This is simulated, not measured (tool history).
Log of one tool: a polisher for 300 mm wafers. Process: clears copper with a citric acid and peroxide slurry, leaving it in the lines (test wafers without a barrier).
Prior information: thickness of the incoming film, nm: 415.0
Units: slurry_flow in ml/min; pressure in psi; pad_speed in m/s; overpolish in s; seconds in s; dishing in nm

run  hour  slurry_flow  pressure  pad_speed  slurry_solids  overpolish  seconds  dishing
  1   0.0          145       3.6       1.36           1.00          15   101.03   41.001
  2   7.9          145       2.8       1.36           1.00          15   124.03   33.356
  3   8.9          170       2.8       1.36           1.00          15   122.01   34.319
  4   9.5          170       2.8       1.36           1.00          13   125.08   30.134
  5  14.6          145       2.7       1.28           1.00          10   141.26   21.514
  6  19.0          145       2.7       1.12           1.00          10   156.08   19.023
  7  19.6          150       2.6       1.10           1.05           8   158.26   15.091

What will run 8 give?
  8  21.4          150       2.4       1.10           1.10           8        ?        ?

For run 8 the tool returned seconds 172.19 s, dishing 13.945 nm.

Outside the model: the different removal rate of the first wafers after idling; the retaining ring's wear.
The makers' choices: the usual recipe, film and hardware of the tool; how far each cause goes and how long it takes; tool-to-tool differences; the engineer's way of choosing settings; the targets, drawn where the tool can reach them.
